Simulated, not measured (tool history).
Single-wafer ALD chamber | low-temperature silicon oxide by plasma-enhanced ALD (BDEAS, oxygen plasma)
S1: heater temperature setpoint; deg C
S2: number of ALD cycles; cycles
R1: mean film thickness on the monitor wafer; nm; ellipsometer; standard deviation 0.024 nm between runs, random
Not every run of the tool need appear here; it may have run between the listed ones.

run,hour,S1,S2,R1
1,0,95,29,4.1323
2,6.1,95,25,3.5273
3,8.4,90,25,3.5876
4,14,82,25,3.7085
5,16.4,74,25,3.8171
6,21,73,27,4.156
7,27.7,72,28,4.3374
8,28.4,72,28,4.3029
9,30.9,72,29,4.4415

For run 10, what comes out?
10,34.7,72,30,?

{"run 10": {"R1": 4.6192}}
